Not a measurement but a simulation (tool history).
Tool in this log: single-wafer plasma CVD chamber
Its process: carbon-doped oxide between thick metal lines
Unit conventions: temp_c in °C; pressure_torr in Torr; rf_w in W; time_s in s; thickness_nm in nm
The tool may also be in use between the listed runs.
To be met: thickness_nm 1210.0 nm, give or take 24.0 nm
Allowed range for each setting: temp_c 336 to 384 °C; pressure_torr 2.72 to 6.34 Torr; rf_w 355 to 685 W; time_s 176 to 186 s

run	hour	temp_c	pressure_torr	rf_w	time_s	thickness_nm
1	0.0	360	4.53	520	186	1072.6
2	0.7	360	4.53	520	186	1075.1
3	3.6	358	4.80	530	186	1105.3
4	5.9	354	4.80	530	186	1110.8
5	10.8	353	5.02	540	186	1151.0
6	11.7	353	5.02	540	186	1147.0
7	14.7	352	5.15	540	186	1160.4
8	17.4	351	5.24	540	186	1167.3

Which of these 4 next moves meets every target?
A	20.1	355	5.25	540	186	?
B	20.1	355	5.05	545	186	?
C	20.1	347	5.27	500	186	?
D	20.1	364	5.06	585	186	?

move	thickness_nm
A	1157.3
B	1157.5
C	1102.9
D	1203.2
A: lands further from the targets than the last run did
B: lands further from the targets than the last run did
C: lands further from the targets than the last run did
D: all results in spec
D is the move that brings every result within its allowed miss.
